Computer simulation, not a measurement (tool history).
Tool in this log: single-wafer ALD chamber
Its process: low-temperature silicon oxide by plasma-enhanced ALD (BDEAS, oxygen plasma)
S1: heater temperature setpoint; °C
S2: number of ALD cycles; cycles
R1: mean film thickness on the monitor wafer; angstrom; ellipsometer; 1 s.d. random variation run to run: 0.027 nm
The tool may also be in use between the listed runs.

run 1 day=0.000 | S1=90 S2=43 | R1=59.389
run 2 day=0.100 | S1=96 S2=43 | R1=58.360
run 3 day=0.188 | S1=96 S2=47 | R1=63.448
run 4 day=0.408 | S1=94 S2=48 | R1=65.888
-- day=0.592 thermocouple changed; heater temperature recalibrated
run 5 day=0.592 | S1=94 S2=45 | R1=60.517
run 6 day=0.700 | S1=94 S2=51 | R1=68.616
run 7 day=1.017 | S1=93 S2=52 | R1=70.348
run 8 day=1.233 | S1=92 S2=52 | R1=70.785

Run 9 comes next. What will it give?
run 9 day=1.354 | S1=91 S2=52 | R1=?

{"run 9": {"R1": 70.923}}
